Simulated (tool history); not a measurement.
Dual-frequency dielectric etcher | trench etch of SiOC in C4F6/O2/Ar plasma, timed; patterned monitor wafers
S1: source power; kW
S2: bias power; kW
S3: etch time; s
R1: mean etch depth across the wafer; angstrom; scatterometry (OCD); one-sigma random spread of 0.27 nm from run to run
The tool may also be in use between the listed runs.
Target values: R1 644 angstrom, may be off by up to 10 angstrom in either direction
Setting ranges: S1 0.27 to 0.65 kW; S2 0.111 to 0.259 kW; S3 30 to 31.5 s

| run | hour | S1 | S2 | S3 | R1 |
|---|---|---|---|---|---|
| 1 | 0 | 0.46 | 0.185 | 30 | 673.71 |
| 2 | 2.5 | 0.46 | 0.185 | 30 | 674.83 |
| 3 | 4 | 0.45 | 0.184 | 30 | 669.43 |
| 4 | 6.9 | 0.44 | 0.184 | 30 | 659.59 |
| 5 | 11.9 | 0.44 | 0.212 | 30 | 687.58 |
| 6 | 14 | 0.44 | 0.212 | 30 | 688.47 |
| 7 | 21.1 | 0.43 | 0.211 | 30 | 676.53 |
| 8 | 27 | 0.42 | 0.211 | 30 | 671.2 |
| 9 | 31.2 | 0.41 | 0.211 | 30 | 669.56 |
| 10 | 36.9 | 0.4 | 0.21 | 30 | 663.33 |
| 11 | 41.6 | 0.4 | 0.21 | 30 | 661.21 |
|  | 46.7 | wet clean of the chamber |
| 12 | 46.7 | 0.39 | 0.21 | 30 | 673.21 |
| 13 | 52.4 | 0.38 | 0.205 | 30 | 664.5 |
| 14 | 55.8 | 0.37 | 0.202 | 30 | 659.8 |

Consider the 5 candidate settings below. Which is the only one whose results all fall within their allowed miss of target?
| A | 59.2 | 0.33 | 0.175 | 31 | ? |
| B | 59.2 | 0.36 | 0.184 | 31.5 | ? |
| C | 59.2 | 0.35 | 0.222 | 31 | ? |
| D | 59.2 | 0.35 | 0.22 | 30.5 | ? |
| E | 59.2 | 0.34 | 0.207 | 31.5 | ? |

| move | R1 |
|---|---|
| A | 636.93 |
| B | 670.16 |
| C | 684.1 |
| D | 671.57 |
| E | 678.15 |
A: every result lands within tolerance
B: misses by more than the last run did
C: misses by more than the last run did
D: misses by more than the last run did
E: misses by more than the last run did
Answer: A

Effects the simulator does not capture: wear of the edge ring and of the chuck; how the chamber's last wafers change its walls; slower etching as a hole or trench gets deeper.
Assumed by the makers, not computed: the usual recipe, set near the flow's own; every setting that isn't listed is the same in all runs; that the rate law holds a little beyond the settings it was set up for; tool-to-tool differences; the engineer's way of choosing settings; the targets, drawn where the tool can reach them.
